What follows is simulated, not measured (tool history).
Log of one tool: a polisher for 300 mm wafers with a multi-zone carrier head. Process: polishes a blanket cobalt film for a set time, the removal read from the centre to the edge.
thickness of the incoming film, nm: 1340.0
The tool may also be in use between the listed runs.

run	hour	flow of slurry (ml/min)	pressure of the head's centre zone	pressure of the head's middle zone	pressure of the head's edge zone	polishing time (s)	film removed at the wafer's centre (Å)	film removed at mid-radius (Å)	film removed at the wafer's edge (Å)
1	0	285	1	1	1	48	2722.2	2592.9	2632.7
2	0.5	285	1	1	1.06	48	2703.9	2580.8	2717.9
3	2.2	290	1	1.03	1.1	51	2877.5	2804.3	2927.8
4	7.2	290	1	1.03	1.06	51	2937	2831.5	2922.5
5	15	305	0.99	1.06	1.1	52	2987.6	2967.6	3103.3
6	22.1	305	0.99	1.06	1.1	62	3514.7	3568.2	3611.5

Forecast run 7:
7	25.3	285	0.97	1.06	1.11	62	?	?	?

{"run 7": {"film removed at the wafer's centre (Å)": 3470, "film removed at mid-radius (Å)": 3516, "film removed at the wafer's edge (Å)": 3620.4}}
